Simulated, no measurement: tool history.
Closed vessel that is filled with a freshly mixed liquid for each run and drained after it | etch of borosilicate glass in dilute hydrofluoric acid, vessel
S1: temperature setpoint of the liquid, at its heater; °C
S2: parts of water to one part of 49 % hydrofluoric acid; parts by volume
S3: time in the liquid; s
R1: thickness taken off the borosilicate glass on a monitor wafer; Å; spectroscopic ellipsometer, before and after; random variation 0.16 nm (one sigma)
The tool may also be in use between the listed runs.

run  hour    S1   S2   S3      R1
  1     0    25  260  205  209.28
  2   3.9    23  260  205  191.13
  3   7.5    23  260  205  192.94
  4  12.9    22  260  205  186.42
     19.6  -- thermometer replaced
  5  19.6    22  205  205  238.28
  6    25  19.5  205  205  211.72
  7  33.4    19  215  205  200.33

Run 8 comes next. What will it give?
  8  42.3  18.5  220  205   ?

Run 8 gave R1 189.49 Å.
